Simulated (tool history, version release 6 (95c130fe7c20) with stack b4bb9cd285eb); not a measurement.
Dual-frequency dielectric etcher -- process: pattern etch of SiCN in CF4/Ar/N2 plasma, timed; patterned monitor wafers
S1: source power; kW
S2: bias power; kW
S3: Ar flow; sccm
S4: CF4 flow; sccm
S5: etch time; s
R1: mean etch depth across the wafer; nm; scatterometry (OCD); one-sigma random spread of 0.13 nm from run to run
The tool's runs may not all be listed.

run 1 hour=0.0 | S1=0.560 S2=0.080 S3=110 S4=82 S5=50.5 | R1=58.203
run 2 hour=1.6 | S1=0.540 S2=0.080 S3=110 S4=82 S5=50.5 | R1=56.700
run 3 hour=6.8 | S1=0.540 S2=0.080 S3=126 S4=82 S5=50.5 | R1=55.349
run 4 hour=12.2 | S1=0.520 S2=0.080 S3=126 S4=82 S5=50.5 | R1=53.626
run 5 hour=17.0 | S1=0.510 S2=0.080 S3=126 S4=82 S5=50.5 | R1=53.018
run 6 hour=21.7 | S1=0.510 S2=0.087 S3=126 S4=82 S5=50.5 | R1=54.485
run 7 hour=25.9 | S1=0.490 S2=0.087 S3=126 S4=82 S5=50.5 | R1=53.038

The next listed run, before its measurement:
run 8 hour=32.7 | S1=0.480 S2=0.087 S3=126 S4=82 S5=50.5 | R1=?

R1: 52.198 nm
